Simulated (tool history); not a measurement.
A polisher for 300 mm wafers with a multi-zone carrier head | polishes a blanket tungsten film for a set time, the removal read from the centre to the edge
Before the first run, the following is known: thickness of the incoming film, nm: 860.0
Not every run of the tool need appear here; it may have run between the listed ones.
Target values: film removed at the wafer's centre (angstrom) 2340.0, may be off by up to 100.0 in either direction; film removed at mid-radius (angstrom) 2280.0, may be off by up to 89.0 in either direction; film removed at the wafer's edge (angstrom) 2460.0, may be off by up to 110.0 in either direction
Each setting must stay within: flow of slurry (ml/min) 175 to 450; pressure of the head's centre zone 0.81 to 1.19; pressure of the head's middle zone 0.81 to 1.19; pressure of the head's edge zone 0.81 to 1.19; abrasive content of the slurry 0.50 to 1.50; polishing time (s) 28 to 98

run    day  flow of slurry (ml/min)  pressure of the head's centre zone  pressure of the head's middle zone  pressure of the head's edge zone  abrasive content of the slurry  polishing time (s)  film removed at the wafer's centre (angstrom)  film removed at mid-radius (angstrom)  film removed at the wafer's edge (angstrom)
  1  0.000                      290                                1.00                                1.00                              1.00                            1.00                  63                                         2593.7                                 2684.3                                       2561.8
  2  0.083                      285                                0.99                                0.97                              1.00                            0.95                  63                                         2526.9                                 2553.7                                       2566.4
  3  0.183                      285                                0.98                                0.96                              0.99                            0.90                  63                                         2524.8                                 2554.8                                       2437.6
  4  0.250                      285                                0.98                                0.88                              0.99                            0.90                  63                                         2522.5                                 2376.4                                       2560.8
  5  0.554                      285                                0.98                                0.88                              0.99                            0.90                  78                                         3068.0                                 2879.0                                       3158.1
  6  0.900                      285                                0.98                                0.81                              0.99                            0.90                  78                                         3076.3                                 2716.5                                       3106.3
  7  0.938                      285                                0.96                                0.81                              0.97                            0.80                  76                                         2878.2                                 2589.0                                       2942.8
  8  0.983                      285                                0.94                                0.81                              0.96                            0.75                  75                                         2774.9                                 2542.3                                       2874.6
  9  1.275                      285                                0.93                                0.81                              0.95                            0.70                  74                                         2681.5                                 2463.4                                       2691.4
 10  1.404                      280                                0.92                                0.81                              0.96                            0.65                  74                                         2637.3                                 2439.0                                       2759.1
 11  1.442                      280                                0.91                                0.81                              0.95                            0.60                  73                                         2455.6                                 2343.1                                       2707.0
 12  1.471                      280                                0.91                                0.81                              0.93                            0.60                  73                                         2534.0                                 2399.5                                       2663.1
 13  1.571                      280                                0.91                                0.81                              0.92                            0.60                  72                                         2530.4                                 2377.0                                       2610.8

Which single option among these 5 for the next run brings every result within its allowed miss of target? Just one does.
  A  1.671                      380                                0.90                                0.84                              0.95                            0.95                  61                                              ?                                      ?                                            ?
  B  1.671                      265                                0.88                                0.84                              0.86                            0.70                  71                                              ?                                      ?                                            ?
  C  1.671                      220                                0.96                                0.89                              0.87                            0.60                  72                                              ?                                      ?                                            ?
  D  1.671                      255                                1.00                                0.81                              0.95                            0.55                  76                                              ?                                      ?                                            ?
  E  1.671                      355                                0.91                                0.96                              0.90                            0.60                  59                                              ?                                      ?                                            ?

move  film removed at the wafer's centre (angstrom)  film removed at mid-radius (angstrom)  film removed at the wafer's edge (angstrom)
   A                                         2286.3                                 2269.6                                       2519.7
   B                                         2378.4                                 2421.7                                       2589.4
   C                                         2491.2                                 2441.8                                       2527.9
   D                                         2759.9                                 2418.7                                       2787.9
   E                                         2061.2                                 2240.4                                       2191.0
A: each result inside its tolerance
B: brings the result that was furthest off to its target, and leaves another outside
C: about as far from the targets as the last run
D: its largest miss is bigger than the last run's
E: the result that was furthest off in the last run now lies on the other side of its target
A meets every target.
